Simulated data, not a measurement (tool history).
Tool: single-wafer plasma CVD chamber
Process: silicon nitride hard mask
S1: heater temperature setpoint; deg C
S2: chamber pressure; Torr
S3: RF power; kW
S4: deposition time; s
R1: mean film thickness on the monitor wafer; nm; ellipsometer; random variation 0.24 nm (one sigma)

run 1 day=0.000 | S1=415 S2=1.99 S3=0.295 S4=76.6 | R1=89.670
run 2 day=0.092 | S1=415 S2=2.10 S3=0.300 S4=76.6 | R1=92.090
run 3 day=0.171 | S1=415 S2=2.19 S3=0.305 S4=76.6 | R1=94.306
run 4 day=0.404 | S1=415 S2=2.27 S3=0.305 S4=76.6 | R1=95.450
run 5 day=0.650 | S1=415 S2=2.27 S3=0.290 S4=76.6 | R1=92.176
run 6 day=0.783 | S1=415 S2=2.34 S3=0.295 S4=76.6 | R1=94.275
run 7 day=0.996 | S1=415 S2=2.40 S3=0.300 S4=76.6 | R1=95.942
run 8 day=1.283 | S1=415 S2=2.40 S3=0.300 S4=76.6 | R1=95.928
run 9 day=1.554 | S1=415 S2=2.45 S3=0.305 S4=76.6 | R1=97.274

The next listed run, before its measurement:
run 10 day=1.662 | S1=415 S2=2.49 S3=0.310 S4=76.6 | R1=?

R1: 98.556 nm
